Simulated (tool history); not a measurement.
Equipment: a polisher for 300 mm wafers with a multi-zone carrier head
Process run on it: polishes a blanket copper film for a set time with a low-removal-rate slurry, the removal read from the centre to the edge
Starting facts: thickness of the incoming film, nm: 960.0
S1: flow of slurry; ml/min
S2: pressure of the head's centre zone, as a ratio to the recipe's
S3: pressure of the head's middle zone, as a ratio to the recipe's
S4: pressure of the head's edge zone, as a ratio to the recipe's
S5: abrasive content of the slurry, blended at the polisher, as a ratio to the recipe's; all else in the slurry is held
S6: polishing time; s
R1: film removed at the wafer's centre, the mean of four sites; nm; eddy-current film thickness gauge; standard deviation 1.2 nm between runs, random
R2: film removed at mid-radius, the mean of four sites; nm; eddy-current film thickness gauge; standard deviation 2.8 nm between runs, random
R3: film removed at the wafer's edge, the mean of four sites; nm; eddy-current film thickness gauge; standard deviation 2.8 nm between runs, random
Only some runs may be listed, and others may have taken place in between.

Run 1, day 0.000: S1 275 ml/min, S2 1.00, S3 1.00, S4 1.00, S5 1.00, S6 85 s. Result: R1 246.46 nm, R2 249.99 nm, R3 247.77 nm.
Run 2, day 0.192: S1 275 ml/min, S2 1.00, S3 1.00, S4 1.00, S5 1.00, S6 64 s. Result: R1 187.32 nm, R2 188.00 nm, R3 192.91 nm.
Run 3, day 0.267: S1 275 ml/min, S2 1.00, S3 1.00, S4 1.00, S5 1.20, S6 64 s. Result: R1 194.68 nm, R2 196.96 nm, R3 195.38 nm.
Run 4, day 0.404: S1 275 ml/min, S2 1.00, S3 1.00, S4 1.00, S5 1.20, S6 44 s. Result: R1 131.38 nm, R2 135.63 nm, R3 133.94 nm.
Run 5, day 0.767: S1 270 ml/min, S2 0.99, S3 1.00, S4 1.04, S5 1.25, S6 49 s. Result: R1 146.86 nm, R2 150.30 nm, R3 155.51 nm.
Run 6, day 1.038: S1 265 ml/min, S2 0.99, S3 1.03, S4 1.07, S5 1.30, S6 52 s. Result: R1 157.00 nm, R2 167.42 nm, R3 166.98 nm.
Run 7, day 1.150: S1 265 ml/min, S2 0.98, S3 1.03, S4 1.10, S5 1.35, S6 54 s. Result: R1 163.02 nm, R2 176.61 nm, R3 177.99 nm.
Run 8, day 1.262: S1 270 ml/min, S2 0.98, S3 1.03, S4 1.12, S5 1.40, S6 56 s. Result: R1 169.31 nm, R2 183.62 nm, R3 180.19 nm.

Expected results for the next run?
Run 9, day 1.504: S1 250 ml/min, S2 0.97, S3 1.03, S4 1.14, S5 1.40, S6 58 s. Result: R1 ?, R2 ?, R3 ?.

Logged for run 9: R1 171.63 nm, R2 189.44 nm, R3 190.67 nm.
